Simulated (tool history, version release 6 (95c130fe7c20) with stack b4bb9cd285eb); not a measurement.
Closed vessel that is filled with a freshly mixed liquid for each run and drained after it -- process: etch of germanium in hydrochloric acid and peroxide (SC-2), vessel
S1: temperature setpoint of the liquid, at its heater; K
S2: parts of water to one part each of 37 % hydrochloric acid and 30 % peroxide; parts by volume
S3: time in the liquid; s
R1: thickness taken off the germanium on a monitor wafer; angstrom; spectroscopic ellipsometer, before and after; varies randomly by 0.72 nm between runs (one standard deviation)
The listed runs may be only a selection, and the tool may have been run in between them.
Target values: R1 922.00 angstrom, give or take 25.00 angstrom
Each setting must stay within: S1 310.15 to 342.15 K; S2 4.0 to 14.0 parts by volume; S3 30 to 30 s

run	hour	S1	S2	S3	R1
1	0.0	326.15	7.5	30	1119.10
2	1.3	326.15	6.5	30	1137.90
3	9.7	326.15	4.0	30	1155.00
4	15.3	326.15	4.0	30	1156.60
5	20.7	324.15	4.0	30	1105.50
6	25.4	322.15	4.0	30	1029.80
7	28.8	321.15	4.0	30	967.85
8	29.7	320.65	4.0	30	975.27
9	38.5	320.15	4.0	30	955.94

Consider the 4 candidate settings below. Which is the only one whose results all fall within their allowed miss of target?
A	47.3	320.65	4.0	30	?
B	47.3	319.15	4.0	30	?
C	47.3	321.15	5.0	30	?
D	47.3	321.15	4.0	30	?

move	R1
A	974.99
B	927.83
C	987.98
D	991.13
A: moves away from the targets compared with the last run
B: all results in spec
C: moves away from the targets compared with the last run
D: moves away from the targets compared with the last run
Go with B: it meets all targets.

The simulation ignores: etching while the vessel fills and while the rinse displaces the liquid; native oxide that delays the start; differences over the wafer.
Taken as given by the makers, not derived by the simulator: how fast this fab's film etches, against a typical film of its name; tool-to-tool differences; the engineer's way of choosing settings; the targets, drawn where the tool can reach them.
